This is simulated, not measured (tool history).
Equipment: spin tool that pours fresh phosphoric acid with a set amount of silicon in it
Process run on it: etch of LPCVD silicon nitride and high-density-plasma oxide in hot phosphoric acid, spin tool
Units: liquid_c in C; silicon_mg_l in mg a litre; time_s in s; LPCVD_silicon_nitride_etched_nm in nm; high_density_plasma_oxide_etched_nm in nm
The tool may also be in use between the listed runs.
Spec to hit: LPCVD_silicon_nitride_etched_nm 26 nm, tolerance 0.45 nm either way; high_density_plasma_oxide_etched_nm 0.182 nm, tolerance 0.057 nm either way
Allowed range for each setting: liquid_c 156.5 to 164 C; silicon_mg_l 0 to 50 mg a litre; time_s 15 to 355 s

run,hour,liquid_c,silicon_mg_l,time_s,LPCVD_silicon_nitride_etched_nm,high_density_plasma_oxide_etched_nm
1,0,159,29,180,16.524,0.24736
2,8.2,159.5,32.5,190,17.649,0.24831
3,16.1,159.5,32.5,120,11.048,0.18238
4,22,158,32.5,120,10.518,0.15011
5,28.8,156.5,32.5,120,9.9993,0.12635
6,37.1,157.5,35.5,140,12.131,0.15962
7,42.1,158,38,155,13.63,0.12962
8,47.2,159,39.5,165,14.99,0.15424
9,54.6,161,50,255,24.811,0.16954

Consider the 5 candidate settings below. Which is the only one whose results all fall within their allowed miss of target?
A,62,160,50,275,?,?
B,62,161,41.5,240,?,?
C,62,161.5,42,245,?,?
D,62,161.5,50,240,?,?
E,62,161,42.5,250,?,?

move,LPCVD_silicon_nitride_etched_nm,high_density_plasma_oxide_etched_nm
A,25.887,0.16543
B,23.363,0.20082
C,24.251,0.20482
D,23.756,0.16128
E,24.336,0.19369
A: each result inside its tolerance
B: lands further from the targets than the last run did
C: lands further from the targets than the last run did
D: lands further from the targets than the last run did
E: lands further from the targets than the last run did
The move that meets every target is A.

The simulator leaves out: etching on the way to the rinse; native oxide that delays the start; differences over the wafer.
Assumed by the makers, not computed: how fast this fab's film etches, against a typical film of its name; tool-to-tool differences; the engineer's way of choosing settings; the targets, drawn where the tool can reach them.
